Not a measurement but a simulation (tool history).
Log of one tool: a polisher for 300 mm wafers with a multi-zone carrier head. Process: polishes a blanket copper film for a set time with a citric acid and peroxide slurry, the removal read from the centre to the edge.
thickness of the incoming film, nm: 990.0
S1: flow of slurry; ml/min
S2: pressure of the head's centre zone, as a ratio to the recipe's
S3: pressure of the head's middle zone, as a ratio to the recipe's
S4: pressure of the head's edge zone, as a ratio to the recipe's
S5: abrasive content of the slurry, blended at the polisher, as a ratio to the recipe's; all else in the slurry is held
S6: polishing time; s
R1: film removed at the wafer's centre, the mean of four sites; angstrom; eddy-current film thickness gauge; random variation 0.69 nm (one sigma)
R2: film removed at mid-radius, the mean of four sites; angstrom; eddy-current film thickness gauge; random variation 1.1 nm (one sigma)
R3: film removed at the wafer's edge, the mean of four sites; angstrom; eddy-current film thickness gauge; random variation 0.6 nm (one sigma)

{"run": 1, "hour": 0.0, "S1": 185, "S2": 1.0, "S3": 1.0, "S4": 1.0, "S5": 1.0, "S6": 72, "R1": 1231.6, "R2": 1260.5, "R3": 1239.2}
{"run": 2, "hour": 8.9, "S1": 175, "S2": 0.97, "S3": 0.96, "S4": 0.97, "S5": 0.85, "S6": 68, "R1": 1058.6, "R2": 1123.4, "R3": 1142.6}
{"run": 3, "hour": 13.8, "S1": 175, "S2": 0.98, "S3": 0.94, "S4": 0.96, "S5": 0.75, "S6": 64, "R1": 991.33, "R2": 1012.2, "R3": 1041.6}
{"run": 4, "hour": 19.9, "S1": 190, "S2": 0.98, "S3": 0.94, "S4": 0.96, "S5": 0.75, "S6": 64, "R1": 1021.0, "R2": 1049.2, "R3": 1066.6}
{"run": 5, "hour": 22.7, "S1": 190, "S2": 0.98, "S3": 0.94, "S4": 0.89, "S5": 0.75, "S6": 64, "R1": 1017.6, "R2": 1012.7, "R3": 1004.5}
{"run": 6, "hour": 31.0, "S1": 175, "S2": 0.98, "S3": 0.94, "S4": 0.89, "S5": 0.75, "S6": 64, "R1": 1003.5, "R2": 993.24, "R3": 1013.5}
{"run": 7, "hour": 32.6, "S1": 175, "S2": 0.98, "S3": 0.94, "S4": 0.89, "S5": 0.75, "S6": 64, "R1": 993.26, "R2": 987.4, "R3": 997.06}

The next listed run, before its measurement:
{"run": 8, "hour": 34.9, "S1": 165, "S2": 0.96, "S3": 0.93, "S4": 0.87, "S5": 0.7, "S6": 63, "R1": "?", "R2": "?", "R3": "?"}

R1: 949.32 angstrom
R2: 970.78 angstrom
R3: 959.75 angstrom
